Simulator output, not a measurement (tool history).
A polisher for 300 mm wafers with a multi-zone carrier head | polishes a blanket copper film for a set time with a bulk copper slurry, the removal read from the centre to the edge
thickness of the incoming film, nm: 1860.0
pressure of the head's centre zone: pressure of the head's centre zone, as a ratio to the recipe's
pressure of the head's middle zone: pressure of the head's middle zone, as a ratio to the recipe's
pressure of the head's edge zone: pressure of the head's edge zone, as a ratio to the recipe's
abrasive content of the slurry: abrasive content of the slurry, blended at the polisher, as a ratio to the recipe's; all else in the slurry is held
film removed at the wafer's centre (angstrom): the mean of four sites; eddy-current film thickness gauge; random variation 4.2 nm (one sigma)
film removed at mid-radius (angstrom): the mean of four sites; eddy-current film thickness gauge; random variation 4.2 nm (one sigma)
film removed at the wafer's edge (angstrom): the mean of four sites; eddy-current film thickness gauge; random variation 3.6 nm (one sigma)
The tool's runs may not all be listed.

run	hour	flow of slurry (ml/min)	pressure of the head's centre zone	pressure of the head's middle zone	pressure of the head's edge zone	abrasive content of the slurry	polishing time (s)	film removed at the wafer's centre (angstrom)	film removed at mid-radius (angstrom)	film removed at the wafer's edge (angstrom)
1	0.0	165	1.00	1.00	1.00	1.00	51	4745.5	5159.6	5059.3
2	8.0	160	1.01	0.97	0.97	0.90	50	4600.9	4703.0	4772.6
3	14.2	160	1.01	1.04	0.97	0.90	50	4602.0	4978.3	4815.3
4	22.6	160	0.95	1.04	0.97	0.90	50	4442.0	5027.0	4825.6
5	24.0	160	0.95	1.04	0.97	0.70	50	4041.8	4652.2	4485.9
6	31.8	155	0.98	1.01	0.94	0.65	50	4175.7	4551.8	4311.3
7	40.1	150	0.99	0.98	0.93	0.65	50	4123.8	4380.3	4270.5
8	41.8	145	1.01	0.96	0.92	0.65	50	4090.9	4295.4	4219.8
9	48.4	145	1.03	0.94	0.91	0.65	50	4207.3	4191.2	4272.4
10	49.7	140	1.04	0.93	0.89	0.65	50	4259.9	4103.9	4178.4
11	52.2	135	1.04	0.93	0.88	0.65	50	4288.8	4105.0	4122.2

Forecast run 12:
12	53.8	130	1.04	0.92	0.88	0.65	50	?	?	?

Run 12 gave film removed at the wafer's centre (angstrom) 4214.5, film removed at mid-radius (angstrom) 4039.5, film removed at the wafer's edge (angstrom) 4227.2.

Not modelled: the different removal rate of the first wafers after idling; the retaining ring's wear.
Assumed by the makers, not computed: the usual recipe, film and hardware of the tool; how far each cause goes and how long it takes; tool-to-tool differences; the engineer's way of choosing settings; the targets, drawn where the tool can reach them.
